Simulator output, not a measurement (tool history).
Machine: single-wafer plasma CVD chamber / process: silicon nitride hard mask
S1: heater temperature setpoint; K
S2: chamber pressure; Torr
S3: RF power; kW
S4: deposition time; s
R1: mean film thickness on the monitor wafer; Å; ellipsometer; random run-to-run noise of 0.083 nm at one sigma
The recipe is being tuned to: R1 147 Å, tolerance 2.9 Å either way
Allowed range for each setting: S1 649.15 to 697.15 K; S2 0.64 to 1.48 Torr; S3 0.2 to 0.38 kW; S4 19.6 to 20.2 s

run,hour,S1,S2,S3,S4,R1
1,0,673.15,1.06,0.29,19.6,189.05
2,1.6,673.15,1.06,0.265,19.6,176.1
3,3.7,673.15,1.06,0.295,19.6,191.28
4,6,673.15,0.99,0.285,19.6,181.86
5,12.7,673.15,0.93,0.275,19.6,173.29
6,17.5,673.15,0.93,0.26,19.6,168.61
# hour 20: capacitance manometer re-zeroed and calibrated
7,20,673.15,0.88,0.255,19.6,155.53
8,23.2,673.15,0.86,0.255,19.6,154.65
9,30.5,673.15,0.84,0.255,19.6,153.57
10,32.2,673.15,0.82,0.255,19.6,151.47
11,36.4,673.15,0.81,0.255,19.6,150.8
12,42.3,673.15,0.8,0.255,19.6,150.37

5 candidate next runs follow, results not yet known. Just one meets every target within its allowed miss. Identify it.
A,48.2,674.15,0.78,0.26,20,?
B,48.2,676.15,0.69,0.295,19.6,?
C,48.2,676.15,0.77,0.265,20.2,?
D,48.2,658.15,0.8,0.265,19.6,?
E,48.2,673.15,0.73,0.265,19.6,?

move,R1
A,153.89
B,155.57
C,156.62
D,155.39
E,148.45
A: further off than the last run
B: further off than the last run
C: further off than the last run
D: further off than the last run
E: meets every target
The move that meets every target is E.
